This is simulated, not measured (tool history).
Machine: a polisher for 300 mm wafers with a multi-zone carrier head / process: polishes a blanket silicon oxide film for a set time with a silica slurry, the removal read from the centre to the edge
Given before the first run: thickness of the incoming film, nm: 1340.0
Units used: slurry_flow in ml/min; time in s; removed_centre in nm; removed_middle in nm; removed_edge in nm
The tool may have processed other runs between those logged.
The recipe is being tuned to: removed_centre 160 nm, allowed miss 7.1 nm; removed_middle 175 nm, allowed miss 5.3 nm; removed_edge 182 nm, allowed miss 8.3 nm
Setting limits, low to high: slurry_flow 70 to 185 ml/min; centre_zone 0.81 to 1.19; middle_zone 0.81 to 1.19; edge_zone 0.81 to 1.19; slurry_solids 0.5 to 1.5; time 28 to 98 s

run  hour  slurry_flow  centre_zone  middle_zone  edge_zone  slurry_solids  time  removed_centre  removed_middle  removed_edge
  1     0          120            1            1          1              1    63          167.43           153.1        154.43
  2   8.1          120            1         0.92          1              1    63          166.76          141.08         149.3
  3  12.9          120            1         0.92       0.96              1    63          168.94          141.96        148.37
  4  19.2          125         0.98         0.94       0.99              1    63          164.19          148.37         152.2
  5  24.4          125         0.98         0.94       1.05              1    63          164.76          145.19        155.38
  6  27.3          130         0.96         0.95       1.07              1    63          160.79          149.01        157.73
  7  32.9          135         0.95         0.96       1.09              1    63           162.2          151.33        157.61
  8  41.5          135         0.93         0.97       1.11           1.05    63          161.58          155.31        163.36
  9  49.3          135         0.92         0.98       1.12            1.1    63          162.84          162.89        166.75
 10    51          135         0.91         0.98       1.13            1.1    63          165.52          161.35        165.34
 11  54.9          135         0.89         0.98       1.14            1.1    64          161.51          163.68        170.82
 12  62.5          135         0.88         0.98       1.15            1.1    64          156.95          160.55        172.66
 13    70          135         0.87         0.99       1.15            1.1    64          159.62          163.75        172.17
     75.5  -- centre zone pressure recalibrated
 14  75.5          135         0.86         0.99       1.16            1.1    64          145.74          161.72        171.85
 15  80.7          140         0.86         0.99       1.16            1.1    64          147.07          163.24        170.86
 16  86.6          140         0.86         0.99       1.17           1.15    65          148.63          170.18        183.64
 17  94.3          140         0.87         0.99       1.17           1.15    65             152           170.5         176.8

Which one of the following 4 next-run settings gets every result inside its allowed miss? There is exactly one.
  A   102          115         1.04         0.96       1.14           0.95    71               ?               ?             ?
  B   102          130         0.93         1.02       1.18              1    70               ?               ?             ?
  C   102          145         1.01         1.06       1.14            1.1    61               ?               ?             ?
  D   102          135         0.89         1.01       1.18              1    67               ?               ?             ?

move  removed_centre  removed_middle  removed_edge
   A           169.6          160.79        170.54
   B          158.06          175.78        177.91
   C          159.74          168.26        161.21
   D          146.16          168.35        171.36
A: moves the result that the last run missed by most past its target, out the other side
B: meets every target
C: gets the furthest-off result to its target, but another result is out of tolerance
D: moves away from the targets compared with the last run
Correct choice: B, which meets every target
